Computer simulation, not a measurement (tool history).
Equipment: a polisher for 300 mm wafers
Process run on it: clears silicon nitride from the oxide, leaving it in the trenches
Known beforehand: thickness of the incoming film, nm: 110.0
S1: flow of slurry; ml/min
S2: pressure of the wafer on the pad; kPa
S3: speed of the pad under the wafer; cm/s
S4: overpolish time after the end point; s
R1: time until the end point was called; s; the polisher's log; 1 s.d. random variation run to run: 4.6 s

| run | hour | S1 | S2 | S3 | S4 | R1 |
|---|---|---|---|---|---|---|
| 1 | 0 | 205 | 19.3 | 88 | 6 | 118.07 |
| 2 | 6.7 | 205 | 16.5 | 80 | 6 | 149.35 |
| 3 | 13.4 | 205 | 14.5 | 74 | 6 | 181.54 |
| 4 | 17.4 | 205 | 13.1 | 72 | 6 | 204.74 |
| 5 | 22.2 | 205 | 11.7 | 70 | 6 | 237.62 |
| 6 | 25.6 | 205 | 16.5 | 70 | 6 | 169.29 |
| 7 | 31.4 | 205 | 14.5 | 70 | 6 | 197.74 |
| 8 | 32.2 | 205 | 9 | 68 | 6 | 322.57 |

Forecast run 9:
| 9 | 39 | 205 | 9 | 68 | 6 | ? |

R1: 322.81 s

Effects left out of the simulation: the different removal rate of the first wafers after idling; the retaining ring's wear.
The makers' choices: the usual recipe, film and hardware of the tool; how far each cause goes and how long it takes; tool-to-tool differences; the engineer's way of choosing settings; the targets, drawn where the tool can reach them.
